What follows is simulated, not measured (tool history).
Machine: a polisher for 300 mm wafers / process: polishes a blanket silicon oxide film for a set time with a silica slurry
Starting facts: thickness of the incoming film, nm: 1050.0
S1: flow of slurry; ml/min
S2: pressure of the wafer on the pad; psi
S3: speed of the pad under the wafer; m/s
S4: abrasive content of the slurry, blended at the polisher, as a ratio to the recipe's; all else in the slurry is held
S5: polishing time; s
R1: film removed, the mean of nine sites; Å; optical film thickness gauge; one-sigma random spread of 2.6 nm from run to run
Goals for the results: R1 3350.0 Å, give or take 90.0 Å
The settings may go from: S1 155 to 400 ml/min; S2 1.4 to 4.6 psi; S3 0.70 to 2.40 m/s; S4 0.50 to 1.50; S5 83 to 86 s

{"run": 1, "hour": 0.0, "S1": 255, "S2": 3.0, "S3": 1.54, "S4": 1.0, "S5": 83, "R1": 2455.8}
{"run": 2, "hour": 0.6, "S1": 255, "S2": 3.1, "S3": 1.54, "S4": 1.0, "S5": 83, "R1": 2488.0}
{"run": 3, "hour": 2.5, "S1": 255, "S2": 2.7, "S3": 1.54, "S4": 1.0, "S5": 83, "R1": 2252.6}
{"run": 4, "hour": 10.4, "S1": 255, "S2": 2.7, "S3": 1.54, "S4": 1.0, "S5": 86, "R1": 2312.9}
{"run": 5, "hour": 19.3, "S1": 310, "S2": 2.7, "S3": 1.54, "S4": 1.0, "S5": 86, "R1": 2394.4}
{"run": 6, "hour": 24.8, "S1": 335, "S2": 2.7, "S3": 1.54, "S4": 1.0, "S5": 86, "R1": 2415.8}
{"run": 7, "hour": 25.7, "S1": 335, "S2": 2.9, "S3": 1.54, "S4": 1.0, "S5": 86, "R1": 2529.9}
{"run": 8, "hour": 30.3, "S1": 335, "S2": 3.0, "S3": 1.54, "S4": 1.0, "S5": 86, "R1": 2588.3}
{"run": 9, "hour": 38.1, "S1": 335, "S2": 3.1, "S3": 1.54, "S4": 1.0, "S5": 86, "R1": 2684.6}
{"run": 10, "hour": 39.8, "S1": 335, "S2": 3.2, "S3": 1.54, "S4": 1.0, "S5": 86, "R1": 2744.6}

Which of these 5 next moves meets every target?
{"run": "A", "hour": 41.5, "S1": 295, "S2": 3.9, "S3": 1.56, "S4": 1.05, "S5": 86, "R1": "?"}
{"run": "B", "hour": 41.5, "S1": 295, "S2": 3.7, "S3": 1.44, "S4": 1.1, "S5": 86, "R1": "?"}
{"run": "C", "hour": 41.5, "S1": 320, "S2": 2.9, "S3": 1.34, "S4": 1.05, "S5": 83, "R1": "?"}
{"run": "D", "hour": 41.5, "S1": 315, "S2": 3.4, "S3": 1.36, "S4": 1.05, "S5": 83, "R1": "?"}
{"run": "E", "hour": 41.5, "S1": 335, "S2": 3.5, "S3": 1.82, "S4": 1.1, "S5": 86, "R1": "?"}

move=A R1=3303.2
move=B R1=3033.8
move=C R1=2230.1
move=D R1=2563.9
move=E R1=3534.4
A: all results in spec
B: nearer the targets than the last run, but a result is still out of spec
C: misses by more than the last run did
D: misses by more than the last run did
E: takes the result that was furthest off past its target
The move that meets every target is A.
